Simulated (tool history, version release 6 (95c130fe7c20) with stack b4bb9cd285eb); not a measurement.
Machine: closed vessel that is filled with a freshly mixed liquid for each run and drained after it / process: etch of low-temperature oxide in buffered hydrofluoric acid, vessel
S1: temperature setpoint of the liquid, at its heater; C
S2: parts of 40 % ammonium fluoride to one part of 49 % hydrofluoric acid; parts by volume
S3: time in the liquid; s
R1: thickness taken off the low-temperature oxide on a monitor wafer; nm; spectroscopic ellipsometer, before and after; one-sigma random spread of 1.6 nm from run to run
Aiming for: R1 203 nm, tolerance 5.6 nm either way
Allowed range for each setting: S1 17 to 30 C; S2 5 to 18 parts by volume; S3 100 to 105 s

Run 1, hour 0: S1 22 C, S2 11 parts by volume, S3 100 s. Result: R1 335.91 nm.
Run 2, hour 1.1: S1 22 C, S2 11 parts by volume, S3 105 s. Result: R1 353.26 nm.
Run 3, hour 1.8: S1 22 C, S2 12.5 parts by volume, S3 105 s. Result: R1 311.97 nm.
Run 4, hour 9.6: S1 21.5 C, S2 12.5 parts by volume, S3 105 s. Result: R1 302.86 nm.
Run 5, hour 17.6: S1 21 C, S2 12.5 parts by volume, S3 105 s. Result: R1 294.94 nm.
Run 6, hour 23.1: S1 22.5 C, S2 12.5 parts by volume, S3 105 s. Result: R1 319.67 nm.
Run 7, hour 28.3: S1 22 C, S2 13 parts by volume, S3 105 s. Result: R1 300.15 nm.
Run 8, hour 33.4: S1 21.5 C, S2 13 parts by volume, S3 105 s. Result: R1 292.02 nm.
Run 9, hour 41.6: S1 21 C, S2 13 parts by volume, S3 105 s. Result: R1 284.38 nm.
Run 10, hour 47.8: S1 20.5 C, S2 13 parts by volume, S3 105 s. Result: R1 275.71 nm.
Run 11, hour 51.9: S1 20 C, S2 13 parts by volume, S3 105 s. Result: R1 266.15 nm.

Which single option among these 4 for the next run brings every result within its allowed miss of target? Just one does.
Run A, hour 56: S1 21 C, S2 15 parts by volume, S3 100 s. Result: R1 ?.
Run B, hour 56: S1 19.5 C, S2 16 parts by volume, S3 100 s. Result: R1 ?.
Run C, hour 56: S1 22.5 C, S2 18 parts by volume, S3 105 s. Result: R1 ?.
Run D, hour 56: S1 19 C, S2 18 parts by volume, S3 100 s. Result: R1 ?.

move      R1
   A  234.51
   B  202.38
   C  223.65
   D   175.2
A: gains on the last run, yet a result remains outside its allowed miss
B: all results in spec
C: gains on the last run, yet a result remains outside its allowed miss
D: carries the result that was furthest off beyond its target, to the other side
So the answer is move B, the one that meets all the targets.
